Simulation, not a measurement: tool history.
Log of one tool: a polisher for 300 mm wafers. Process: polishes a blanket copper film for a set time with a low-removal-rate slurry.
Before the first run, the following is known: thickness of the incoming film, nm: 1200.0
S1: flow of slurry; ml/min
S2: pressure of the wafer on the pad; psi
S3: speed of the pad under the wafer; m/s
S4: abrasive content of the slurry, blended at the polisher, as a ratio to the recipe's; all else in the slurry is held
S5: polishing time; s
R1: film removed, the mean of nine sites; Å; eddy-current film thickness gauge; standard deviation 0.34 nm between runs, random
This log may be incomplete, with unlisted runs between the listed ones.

run  hour   S1   S2    S3   S4  S5      R1
  1   0.0  155  3.1  1.30  1.0  19  758.00
  2   2.8  155  3.1  1.30  1.0  19  754.49
  3   9.8  155  2.6  1.30  1.0  19  642.78
  4  11.0  150  2.4  1.30  1.0  19  589.49
  5  12.0  145  2.3  1.30  1.0  19  560.29
     18.3  -- worn pad replaced by a new one
  6  18.3  145  2.3  1.48  1.0  19  695.01
  7  23.0  140  2.1  1.46  1.0  19  631.10

For run 8, what comes out?
  8  30.3  135  2.0  1.46  1.0  19   ?

{"run 8": {"R1": 600.21}}
